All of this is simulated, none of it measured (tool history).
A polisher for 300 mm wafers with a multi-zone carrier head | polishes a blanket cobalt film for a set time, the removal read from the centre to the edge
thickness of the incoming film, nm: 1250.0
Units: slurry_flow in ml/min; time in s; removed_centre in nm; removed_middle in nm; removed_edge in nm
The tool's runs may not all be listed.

Run 1, day 0: slurry_flow 180 ml/min, centre_zone 1, middle_zone 1, edge_zone 1, time 51 s. Result: removed_centre 335.57 nm, removed_middle 338.14 nm, removed_edge 340.78 nm.
Run 2, day 0.367: slurry_flow 170 ml/min, centre_zone 0.95, middle_zone 0.99, edge_zone 0.95, time 47 s. Result: removed_centre 292.79 nm, removed_middle 305.79 nm, removed_edge 298.97 nm.
Run 3, day 0.454: slurry_flow 170 ml/min, centre_zone 0.95, middle_zone 0.99, edge_zone 0.98, time 47 s. Result: removed_centre 292.05 nm, removed_middle 308.57 nm, removed_edge 301.49 nm.
Run 4, day 0.588: slurry_flow 170 ml/min, centre_zone 1.03, middle_zone 0.99, edge_zone 0.98, time 47 s. Result: removed_centre 320.4 nm, removed_middle 306.12 nm, removed_edge 299.06 nm.
Run 5, day 0.662: slurry_flow 170 ml/min, centre_zone 1.07, middle_zone 0.99, edge_zone 0.98, time 47 s. Result: removed_centre 331.48 nm, removed_middle 304.93 nm, removed_edge 308.23 nm.
Run 6, day 0.754: slurry_flow 155 ml/min, centre_zone 0.99, middle_zone 0.97, edge_zone 0.96, time 45 s. Result: removed_centre 289.06 nm, removed_middle 283.08 nm, removed_edge 285.61 nm.
Run 7, day 1.112: slurry_flow 120 ml/min, centre_zone 0.89, middle_zone 0.95, edge_zone 0.86, time 43 s. Result: removed_centre 227.41 nm, removed_middle 248.06 nm, removed_edge 248.79 nm.

Forecast run 8:
Run 8, day 1.208: slurry_flow 120 ml/min, centre_zone 0.89, middle_zone 0.95, edge_zone 0.86, time 43 s. Result: removed_centre ?, removed_middle ?, removed_edge ?.

Run 8 gave removed_centre 226.9 nm, removed_middle 250.55 nm, removed_edge 249.19 nm.
